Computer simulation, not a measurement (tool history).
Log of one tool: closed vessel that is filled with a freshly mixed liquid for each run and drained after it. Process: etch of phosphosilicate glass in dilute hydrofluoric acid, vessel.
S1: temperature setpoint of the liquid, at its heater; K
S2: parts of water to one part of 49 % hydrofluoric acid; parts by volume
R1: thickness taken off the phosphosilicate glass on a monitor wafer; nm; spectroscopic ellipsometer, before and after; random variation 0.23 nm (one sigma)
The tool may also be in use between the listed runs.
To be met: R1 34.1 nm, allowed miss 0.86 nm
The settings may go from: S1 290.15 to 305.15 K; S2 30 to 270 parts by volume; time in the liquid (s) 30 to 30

{"run": 1, "hour": 0.0, "S1": 297.15, "S2": 150, "time in the liquid (s)": 30, "R1": 15.851}
{"run": 2, "hour": 1.3, "S1": 297.15, "S2": 150, "time in the liquid (s)": 30, "R1": 15.76}
{"run": 3, "hour": 5.2, "S1": 297.15, "S2": 150, "time in the liquid (s)": 30, "R1": 15.694}
{"run": 4, "hour": 12.2, "S1": 297.15, "S2": 200, "time in the liquid (s)": 30, "R1": 11.217}
{"run": 5, "hour": 19.3, "S1": 298.65, "S2": 180, "time in the liquid (s)": 30, "R1": 13.427}
{"run": 6, "hour": 22.0, "S1": 298.65, "S2": 180, "time in the liquid (s)": 30, "R1": 13.441}
{"run": 7, "hour": 25.2, "S1": 299.65, "S2": 165, "time in the liquid (s)": 30, "R1": 15.466}
{"run": 8, "hour": 30.2, "S1": 300.65, "S2": 150, "time in the liquid (s)": 30, "R1": 17.874}
{"run": 9, "hour": 37.2, "S1": 301.15, "S2": 140, "time in the liquid (s)": 30, "R1": 19.701}
{"run": 10, "hour": 43.3, "S1": 301.65, "S2": 130, "time in the liquid (s)": 30, "R1": 22.068}
{"run": 11, "hour": 51.6, "S1": 305.15, "S2": 85, "time in the liquid (s)": 30, "R1": 40.448}
{"run": 12, "hour": 53.4, "S1": 304.65, "S2": 85, "time in the liquid (s)": 30, "R1": 40.529}
{"run": 13, "hour": 61.2, "S1": 304.15, "S2": 85, "time in the liquid (s)": 30, "R1": 39.654}

Which of these 5 next moves meets every target?
{"run": "A", "hour": 69.0, "S1": 305.15, "S2": 100, "time in the liquid (s)": 30, "R1": "?"}
{"run": "B", "hour": 69.0, "S1": 303.65, "S2": 65, "time in the liquid (s)": 30, "R1": "?"}
{"run": "C", "hour": 69.0, "S1": 298.65, "S2": 75, "time in the liquid (s)": 30, "R1": "?"}
{"run": "D", "hour": 69.0, "S1": 305.15, "S2": 95, "time in the liquid (s)": 30, "R1": "?"}
{"run": "E", "hour": 69.0, "S1": 305.15, "S2": 80, "time in the liquid (s)": 30, "R1": "?"}

move=A R1=33.935
move=B R1=51.997
move=C R1=36.526
move=D R1=35.987
move=E R1=43.715
A: meets every target
B: further off than the last run
C: nearer than the last run, and not there yet
D: nearer than the last run, and not there yet
E: further off than the last run
Move A is the one to make.
